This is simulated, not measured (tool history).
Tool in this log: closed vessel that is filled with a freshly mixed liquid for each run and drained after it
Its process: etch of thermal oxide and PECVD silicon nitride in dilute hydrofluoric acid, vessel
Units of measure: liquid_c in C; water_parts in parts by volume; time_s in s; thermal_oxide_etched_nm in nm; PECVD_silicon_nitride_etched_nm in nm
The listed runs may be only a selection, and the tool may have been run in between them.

| run | hour | liquid_c | water_parts | time_s | thermal_oxide_etched_nm | PECVD_silicon_nitride_etched_nm |
|---|---|---|---|---|---|---|
| 1 | 0.0 | 20.0 | 60 | 435 | 30.720 | 13.644 |
| 2 | 3.6 | 19.5 | 60 | 435 | 30.037 | 13.071 |
| 3 | 8.7 | 23.0 | 60 | 435 | 34.838 | 16.704 |
| 4 | 10.5 | 22.0 | 60 | 435 | 33.447 | 15.572 |
| 5 | 13.9 | 21.0 | 60 | 435 | 32.130 | 14.743 |
| 6 | 21.7 | 17.5 | 60 | 435 | 27.553 | 11.550 |
| 7 | 22.8 | 18.0 | 60 | 435 | 28.299 | 11.914 |

Run 8 is up next; what results do you expect?
| 8 | 29.9 | 18.5 | 60 | 440 | ? | ? |

Run 8 yielded thermal_oxide_etched_nm 29.264 nm, PECVD_silicon_nitride_etched_nm 12.522 nm.
